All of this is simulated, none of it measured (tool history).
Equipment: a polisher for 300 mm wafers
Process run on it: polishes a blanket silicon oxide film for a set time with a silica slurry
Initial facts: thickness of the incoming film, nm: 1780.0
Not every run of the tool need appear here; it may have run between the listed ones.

run  hour  flow of slurry (ml/min)  pressure of the wafer on the pad (kPa)  speed of the pad under the wafer (cm/s)  abrasive content of the slurry  polishing time (s)  film removed (Å)
  1   0.0                      150                                    27.6                                      116                             1.0                 103            3663.6
  2   1.2                      150                                    26.2                                      116                             1.0                 103            3476.6
  3   9.5                      150                                    25.5                                      116                             1.0                 103            3291.0
  4  12.7                      150                                    24.8                                      116                             1.0                 103            3294.5
  5  14.4                      150                                    24.1                                      116                             1.0                 103            3201.7
  6  17.4                      150                                    24.1                                      116                             1.1                 103            3443.1

Run 7 has not been measured yet. What should we expect?
     20.9  -- worn pad replaced by a new one
  7  20.9                      150                                    23.4                                      116                             1.1                 103                 ?

film removed (Å): 3447.4

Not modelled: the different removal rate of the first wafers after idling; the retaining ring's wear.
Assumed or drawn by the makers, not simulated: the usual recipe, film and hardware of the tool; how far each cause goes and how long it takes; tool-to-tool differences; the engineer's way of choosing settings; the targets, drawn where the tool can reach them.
